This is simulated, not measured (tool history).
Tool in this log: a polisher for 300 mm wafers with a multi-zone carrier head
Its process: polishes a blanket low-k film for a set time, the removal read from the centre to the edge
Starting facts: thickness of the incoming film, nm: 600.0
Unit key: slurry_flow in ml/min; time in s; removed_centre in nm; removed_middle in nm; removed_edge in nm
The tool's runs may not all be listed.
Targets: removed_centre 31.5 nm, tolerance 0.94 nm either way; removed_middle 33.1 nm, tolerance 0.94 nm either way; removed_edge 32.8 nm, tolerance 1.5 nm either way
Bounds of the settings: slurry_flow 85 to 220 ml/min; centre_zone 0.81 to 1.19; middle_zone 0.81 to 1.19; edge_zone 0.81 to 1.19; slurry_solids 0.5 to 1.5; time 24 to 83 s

run 1 hour=0 | slurry_flow=140 centre_zone=1 middle_zone=1 edge_zone=1 slurry_solids=1 time=53 | removed_centre=26.018 removed_middle=26.465 removed_edge=27.627
run 2 hour=2.1 | slurry_flow=140 centre_zone=1 middle_zone=0.93 edge_zone=1 slurry_solids=1 time=53 | removed_centre=25.95 removed_middle=25.222 removed_edge=27.091
run 3 hour=6.2 | slurry_flow=105 centre_zone=1 middle_zone=0.93 edge_zone=1 slurry_solids=1 time=53 | removed_centre=23.294 removed_middle=22.992 removed_edge=26.009
run 4 hour=10.1 | slurry_flow=105 centre_zone=1 middle_zone=0.93 edge_zone=1 slurry_solids=1 time=45 | removed_centre=19.753 removed_middle=19.628 removed_edge=21.434
-- hour=14.2 slurry nozzle cleaned
run 5 hour=14.2 | slurry_flow=115 centre_zone=1 middle_zone=0.95 edge_zone=1.02 slurry_solids=1.05 time=45 | removed_centre=22.99 removed_middle=22.692 removed_edge=24.599
run 6 hour=22.9 | slurry_flow=115 centre_zone=1 middle_zone=0.95 edge_zone=1.02 slurry_solids=1.05 time=40 | removed_centre=20.167 removed_middle=20.097 removed_edge=21.728
run 7 hour=27.1 | slurry_flow=120 centre_zone=1 middle_zone=0.97 edge_zone=1.04 slurry_solids=1.05 time=40 | removed_centre=20.536 removed_middle=20.708 removed_edge=22.044
run 8 hour=30.6 | slurry_flow=125 centre_zone=1 middle_zone=0.98 edge_zone=1.06 slurry_solids=1.05 time=40 | removed_centre=20.663 removed_middle=20.696 removed_edge=22.089
run 9 hour=32 | slurry_flow=130 centre_zone=1 middle_zone=0.99 edge_zone=1.07 slurry_solids=1.1 time=40 | removed_centre=21.684 removed_middle=22.16 removed_edge=22.69

4 next moves are on the table. One of them brings every result within its allowed miss. Which?
run A hour=33.4 | slurry_flow=110 centre_zone=0.99 middle_zone=0.88 edge_zone=1.09 slurry_solids=1.35 time=61 | removed_centre=? removed_middle=? removed_edge=?
run B hour=33.4 | slurry_flow=85 centre_zone=0.9 middle_zone=0.98 edge_zone=1.11 slurry_solids=1 time=73 | removed_centre=? removed_middle=? removed_edge=?
run C hour=33.4 | slurry_flow=85 centre_zone=0.93 middle_zone=1.01 edge_zone=1.06 slurry_solids=1.1 time=36 | removed_centre=? removed_middle=? removed_edge=?
run D hour=33.4 | slurry_flow=150 centre_zone=1.02 middle_zone=1.07 edge_zone=1.11 slurry_solids=1.5 time=49 | removed_centre=? removed_middle=? removed_edge=?

move=A removed_centre=32.969 removed_middle=30.969 removed_edge=37.443
move=B removed_centre=28.808 removed_middle=33.058 removed_edge=37.933
move=C removed_centre=15.259 removed_middle=17.372 removed_edge=18.982
move=D removed_centre=30.949 removed_middle=32.835 removed_edge=33.149
A: better than the last run, though not everything is in spec
B: meets the target for the result that was furthest off, but another lies outside its allowed miss
C: lands further from the targets than the last run did
D: meets every target
The right move is D.

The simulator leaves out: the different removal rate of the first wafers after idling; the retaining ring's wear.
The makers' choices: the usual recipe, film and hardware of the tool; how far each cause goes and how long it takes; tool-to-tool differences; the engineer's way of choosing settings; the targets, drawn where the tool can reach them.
